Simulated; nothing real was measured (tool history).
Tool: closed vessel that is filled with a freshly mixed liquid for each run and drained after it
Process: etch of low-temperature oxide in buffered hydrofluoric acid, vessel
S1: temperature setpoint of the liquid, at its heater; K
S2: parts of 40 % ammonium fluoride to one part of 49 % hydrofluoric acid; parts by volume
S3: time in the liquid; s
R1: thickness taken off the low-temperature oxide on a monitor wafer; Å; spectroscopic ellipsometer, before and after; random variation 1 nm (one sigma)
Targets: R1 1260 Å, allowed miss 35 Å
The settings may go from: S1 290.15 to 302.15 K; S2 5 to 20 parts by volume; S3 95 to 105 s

run,hour,S1,S2,S3,R1
1,0,294.15,12,95,2279.4
2,7.7,294.15,15.5,95,1753.2
3,9.3,294.15,15.5,105,1960.2
4,15,294.15,19,105,1600.6
5,15.8,293.15,19,105,1540.7
6,19.9,293.15,20,105,1423.6
7,23.3,292.65,20,105,1428.1
8,30.4,292.15,20,105,1371.9
9,38.5,291.65,20,105,1335.3

5 next moves are on the table. One of them brings every result within its allowed miss. Which?
A,46.6,291.15,19.5,100,?
B,46.6,293.15,19.5,95,?
C,46.6,293.65,19.5,100,?
D,46.6,292.65,19.5,105,?
E,46.6,291.15,18,105,?

move,R1
A,1248.6
B,1328.1
C,1437.8
D,1427.2
E,1419
A: meets every target
B: nearer than the last run, and not there yet
C: further off than the last run
D: further off than the last run
E: further off than the last run
The right move is A.

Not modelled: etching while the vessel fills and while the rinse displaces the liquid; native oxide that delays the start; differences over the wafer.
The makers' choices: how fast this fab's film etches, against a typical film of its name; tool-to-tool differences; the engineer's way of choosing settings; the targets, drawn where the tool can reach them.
